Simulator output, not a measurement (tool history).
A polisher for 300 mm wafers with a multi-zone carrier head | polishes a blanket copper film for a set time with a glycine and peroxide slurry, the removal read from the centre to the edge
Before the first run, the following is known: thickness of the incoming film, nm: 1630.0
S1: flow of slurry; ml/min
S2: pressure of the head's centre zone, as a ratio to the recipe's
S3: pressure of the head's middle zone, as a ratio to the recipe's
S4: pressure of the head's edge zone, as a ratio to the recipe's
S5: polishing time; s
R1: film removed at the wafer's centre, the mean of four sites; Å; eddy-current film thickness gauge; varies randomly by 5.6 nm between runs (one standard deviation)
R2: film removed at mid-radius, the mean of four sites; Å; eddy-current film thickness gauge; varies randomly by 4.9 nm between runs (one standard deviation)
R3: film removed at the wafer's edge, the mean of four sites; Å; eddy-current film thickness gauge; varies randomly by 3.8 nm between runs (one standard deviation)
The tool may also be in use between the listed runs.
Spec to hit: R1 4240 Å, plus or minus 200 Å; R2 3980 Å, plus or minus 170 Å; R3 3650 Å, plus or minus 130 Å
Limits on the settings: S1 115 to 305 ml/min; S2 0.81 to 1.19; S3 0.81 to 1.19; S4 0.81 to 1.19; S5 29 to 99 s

run 1 day=0 | S1=195 S2=1 S3=1 S4=1 S5=64 | R1=2717.4 R2=2730.1 R3=2746.5
run 2 day=0.304 | S1=205 S2=1.03 S3=1.02 S4=1.01 S5=67 | R1=3020.7 R2=2931.9 R3=2887.6
run 3 day=0.396 | S1=205 S2=1.03 S3=1.02 S4=1.01 S5=72 | R1=3212.9 R2=3227.5 R3=3190.3
run 4 day=0.488 | S1=215 S2=1.05 S3=1.04 S4=1.02 S5=73 | R1=3377.7 R2=3261 R3=3228.1
run 5 day=0.733 | S1=215 S2=1.05 S3=1.04 S4=0.96 S5=73 | R1=3414 R2=3182 R3=3166.3
run 6 day=0.8 | S1=215 S2=1.05 S3=0.97 S4=0.96 S5=73 | R1=3287.3 R2=3072.1 R3=3132.3
run 7 day=0.9 | S1=220 S2=1.06 S3=1.01 S4=0.98 S5=74 | R1=3559 R2=3241.4 R3=3235.3
-- day=1.275 worn pad replaced by a new one
run 8 day=1.275 | S1=225 S2=1.06 S3=1.04 S4=1 S5=75 | R1=3667.6 R2=3496.6 R3=3398

Which one of the following 4 next-run settings gets every result inside its allowed miss? There is exactly one.
run A day=1.65 | S1=285 S2=1.19 S3=1.17 S4=1.14 S5=81 | R1=? R2=? R3=?
run B day=1.65 | S1=225 S2=1.16 S3=1.07 S4=0.97 S5=89 | R1=? R2=? R3=?
run C day=1.65 | S1=240 S2=1.12 S3=1.07 S4=1.1 S5=81 | R1=? R2=? R3=?
run D day=1.65 | S1=305 S2=1.1 S3=1.06 S4=0.92 S5=80 | R1=? R2=? R3=?

move=A R1=4679.5 R2=4344.3 R3=4148.1
move=B R1=4867.1 R2=4310.5 R3=4132.5
move=C R1=4311.7 R2=3952.7 R3=4023.1
move=D R1=4297.3 R2=3971 R3=3713
A: takes the result that was furthest off past its target
B: takes the result that was furthest off past its target
C: the furthest-off result lands on target, but another misses its tolerance
D: all results land within tolerance of their targets
The right move is D.
